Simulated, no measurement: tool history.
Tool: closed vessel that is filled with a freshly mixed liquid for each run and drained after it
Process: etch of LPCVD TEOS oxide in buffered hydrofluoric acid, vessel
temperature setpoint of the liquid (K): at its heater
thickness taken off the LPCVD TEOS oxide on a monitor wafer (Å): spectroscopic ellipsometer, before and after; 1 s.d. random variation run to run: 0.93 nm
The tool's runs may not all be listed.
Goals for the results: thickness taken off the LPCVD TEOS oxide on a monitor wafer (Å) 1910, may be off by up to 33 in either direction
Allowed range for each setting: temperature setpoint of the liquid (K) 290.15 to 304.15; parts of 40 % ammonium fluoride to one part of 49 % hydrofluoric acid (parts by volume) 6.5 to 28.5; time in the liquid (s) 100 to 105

run,day,temperature setpoint of the liquid (K),parts of 40 % ammonium fluoride to one part of 49 % hydrofluoric acid (parts by volume),time in the liquid (s),thickness taken off the LPCVD TEOS oxide on a monitor wafer (Å)
1,0,296.15,17.5,100,1453.8
2,0.242,297.65,17.5,100,1580.7
3,0.317,297.65,17.5,100,1584.6
4,0.467,298.65,17.5,100,1671.5
5,0.696,298.65,17.5,105,1751.2
6,0.904,298.65,17.5,100,1672.4
7,0.942,299.15,17.5,100,1708.1
8,1.325,301.65,17.5,100,1955.2

Which single option among these 4 for the next run brings every result within its allowed miss of target? Just one does.
A,1.708,300.15,16,100,?
B,1.708,303.15,19.5,100,?
C,1.708,301.15,17.5,105,?
D,1.708,301.65,18,105,?

move,thickness taken off the LPCVD TEOS oxide on a monitor wafer (Å)
A,1966.6
B,1899
C,1994.6
D,1992.5
A: further off than the last run
B: every result within its allowed miss
C: further off than the last run
D: further off than the last run
B meets every target.

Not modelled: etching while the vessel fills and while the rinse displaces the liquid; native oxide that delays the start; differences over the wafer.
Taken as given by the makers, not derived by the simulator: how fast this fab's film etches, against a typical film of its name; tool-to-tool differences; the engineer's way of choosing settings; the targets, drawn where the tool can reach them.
